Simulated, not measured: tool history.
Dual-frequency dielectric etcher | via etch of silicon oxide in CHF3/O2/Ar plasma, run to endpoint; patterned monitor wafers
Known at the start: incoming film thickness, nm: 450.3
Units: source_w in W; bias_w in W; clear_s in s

| run | day | source_w | bias_w | clear_s |
|---|---|---|---|---|
| 1 | 0.000 | 800 | 194 | 198.42 |
| 2 | 0.200 | 670 | 194 | 211.17 |
| 3 | 0.496 | 550 | 194 | 224.91 |
| 4 | 0.858 | 550 | 218 | 213.94 |
| 5 | 0.904 | 600 | 219 | 206.58 |
| 6 | 1.062 | 520 | 219 | 216.82 |
| 7 | 1.208 | 570 | 220 | 208.95 |

The next listed run, before its measurement:
| 8 | 1.271 | 620 | 221 | ? |

{"run 8": {"clear_s": 204.52}}

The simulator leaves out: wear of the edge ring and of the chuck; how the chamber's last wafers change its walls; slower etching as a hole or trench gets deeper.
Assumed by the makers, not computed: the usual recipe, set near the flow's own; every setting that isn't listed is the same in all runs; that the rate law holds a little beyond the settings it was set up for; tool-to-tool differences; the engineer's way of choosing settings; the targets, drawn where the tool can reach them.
